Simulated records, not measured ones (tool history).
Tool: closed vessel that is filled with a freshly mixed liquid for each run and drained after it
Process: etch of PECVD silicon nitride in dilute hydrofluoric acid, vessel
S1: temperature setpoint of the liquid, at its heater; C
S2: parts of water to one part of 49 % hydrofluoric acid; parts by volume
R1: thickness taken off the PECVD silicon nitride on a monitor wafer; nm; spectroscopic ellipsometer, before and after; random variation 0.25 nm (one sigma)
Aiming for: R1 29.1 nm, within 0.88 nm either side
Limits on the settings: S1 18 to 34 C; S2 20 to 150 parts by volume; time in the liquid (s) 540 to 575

Run 1, hour 0: S1 26 C, S2 85 parts by volume, time in the liquid (s) 540. Result: R1 19.398 nm.
Run 2, hour 2.6: S1 27.5 C, S2 85 parts by volume, time in the liquid (s) 540. Result: R1 20.919 nm.
Run 3, hour 4.4: S1 27.5 C, S2 110 parts by volume, time in the liquid (s) 540. Result: R1 16.199 nm.
Run 4, hour 7.8: S1 27.5 C, S2 110 parts by volume, time in the liquid (s) 540. Result: R1 16.625 nm.
Run 5, hour 12.4: S1 27.5 C, S2 135 parts by volume, time in the liquid (s) 540. Result: R1 13.217 nm.
Run 6, hour 19.3: S1 30.5 C, S2 135 parts by volume, time in the liquid (s) 540. Result: R1 15.993 nm.
Run 7, hour 28: S1 31.5 C, S2 125 parts by volume, time in the liquid (s) 540. Result: R1 18.274 nm.
Run 8, hour 34.6: S1 32 C, S2 115 parts by volume, time in the liquid (s) 540. Result: R1 20.514 nm.
Run 9, hour 37.2: S1 32.5 C, S2 110 parts by volume, time in the liquid (s) 540. Result: R1 22.095 nm.
Run 10, hour 42.5: S1 33 C, S2 105 parts by volume, time in the liquid (s) 540. Result: R1 23.947 nm.
Run 11, hour 45.9: S1 33.5 C, S2 100 parts by volume, time in the liquid (s) 540. Result: R1 25.979 nm.

Of the 5 settings listed for the next run, only one would bring every result within its allowed miss of target. Which one?
Run A, hour 49.3: S1 34 C, S2 120 parts by volume, time in the liquid (s) 540. Result: R1 ?.
Run B, hour 49.3: S1 34 C, S2 90 parts by volume, time in the liquid (s) 565. Result: R1 ?.
Run C, hour 49.3: S1 32.5 C, S2 80 parts by volume, time in the liquid (s) 550. Result: R1 ?.
Run D, hour 49.3: S1 32 C, S2 100 parts by volume, time in the liquid (s) 545. Result: R1 ?.
Run E, hour 49.3: S1 34 C, S2 95 parts by volume, time in the liquid (s) 560. Result: R1 ?.

move      R1
   A  22.173
   B  31.116
   C   31.11
   D  23.856
   E  29.191
A: the biggest miss grows against the last run
B: pushes the last run's worst result past its target
C: pushes the last run's worst result past its target
D: the biggest miss grows against the last run
E: all results in spec
So the answer is move E, the one that meets all the targets.
